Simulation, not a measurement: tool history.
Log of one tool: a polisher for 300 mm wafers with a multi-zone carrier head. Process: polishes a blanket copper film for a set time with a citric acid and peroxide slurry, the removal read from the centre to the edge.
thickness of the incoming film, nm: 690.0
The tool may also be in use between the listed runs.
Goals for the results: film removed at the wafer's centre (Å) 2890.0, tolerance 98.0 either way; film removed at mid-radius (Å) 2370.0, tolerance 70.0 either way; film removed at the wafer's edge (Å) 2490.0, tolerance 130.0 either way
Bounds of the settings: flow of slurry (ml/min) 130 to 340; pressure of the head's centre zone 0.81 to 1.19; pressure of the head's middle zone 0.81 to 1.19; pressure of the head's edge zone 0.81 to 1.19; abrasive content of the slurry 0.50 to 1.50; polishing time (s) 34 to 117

| run | hour | flow of slurry (ml/min) | pressure of the head's centre zone | pressure of the head's middle zone | pressure of the head's edge zone | abrasive content of the slurry | polishing time (s) | film removed at the wafer's centre (Å) | film removed at mid-radius (Å) | film removed at the wafer's edge (Å) |
|---|---|---|---|---|---|---|---|---|---|---|
| 1 | 0.0 | 220 | 1.00 | 1.00 | 1.00 | 1.00 | 75 | 1669.4 | 1691.6 | 1697.4 |
| 2 | 2.8 | 220 | 1.00 | 1.00 | 1.00 | 0.90 | 75 | 1680.4 | 1673.4 | 1672.5 |
| 3 | 10.0 | 220 | 1.00 | 1.00 | 1.00 | 1.05 | 75 | 1689.9 | 1737.0 | 1714.0 |
| 4 | 12.5 | 220 | 1.00 | 1.07 | 1.00 | 1.05 | 75 | 1727.1 | 1834.5 | 1704.3 |
| 5 | 15.5 | 220 | 1.08 | 1.07 | 1.00 | 1.05 | 75 | 1842.8 | 1800.9 | 1761.3 |
| 6 | 16.6 | 240 | 1.08 | 1.07 | 1.00 | 1.05 | 75 | 1869.3 | 1837.1 | 1725.2 |
| 7 | 22.0 | 245 | 1.10 | 1.05 | 1.00 | 1.10 | 80 | 2059.1 | 1966.0 | 1870.6 |
| 8 | 28.5 | 245 | 1.12 | 1.03 | 1.00 | 1.15 | 83 | 2177.2 | 2003.7 | 1986.2 |
| 9 | 30.6 | 250 | 1.13 | 1.02 | 1.00 | 1.20 | 86 | 2342.1 | 2069.9 | 2029.8 |
| 10 | 31.8 | 230 | 1.16 | 1.01 | 1.10 | 1.45 | 97 | 2716.9 | 2449.4 | 2473.5 |
| 11 | 32.7 | 235 | 1.17 | 1.00 | 1.09 | 1.45 | 97 | 2772.3 | 2406.2 | 2479.0 |

Of the 5 settings listed for the next run, only one would bring every result within its allowed miss of target. Which one?
| A | 33.6 | 250 | 1.18 | 0.95 | 1.03 | 1.30 | 101 | ? | ? | ? |
| B | 33.6 | 260 | 1.19 | 0.90 | 1.08 | 1.40 | 98 | ? | ? | ? |
| C | 33.6 | 250 | 1.19 | 1.04 | 1.07 | 1.40 | 99 | ? | ? | ? |
| D | 33.6 | 220 | 1.13 | 0.81 | 1.14 | 1.45 | 105 | ? | ? | ? |
| E | 33.6 | 220 | 1.04 | 1.00 | 1.18 | 1.35 | 105 | ? | ? | ? |

| move | film removed at the wafer's centre (Å) | film removed at mid-radius (Å) | film removed at the wafer's edge (Å) |
|---|---|---|---|
| A | 2890.1 | 2376.9 | 2490.0 |
| B | 2881.1 | 2245.4 | 2518.7 |
| C | 2900.1 | 2550.7 | 2519.9 |
| D | 2888.6 | 2181.1 | 2757.5 |
| E | 2623.8 | 2563.0 | 2761.5 |
A: hits every target within its allowed miss
B: brings the last run's worst result on target, with another outside its allowed miss
C: brings the last run's worst result on target, with another outside its allowed miss
D: brings the last run's worst result on target, with another outside its allowed miss
E: moves away from the targets compared with the last run
Correct choice: A, which meets every target

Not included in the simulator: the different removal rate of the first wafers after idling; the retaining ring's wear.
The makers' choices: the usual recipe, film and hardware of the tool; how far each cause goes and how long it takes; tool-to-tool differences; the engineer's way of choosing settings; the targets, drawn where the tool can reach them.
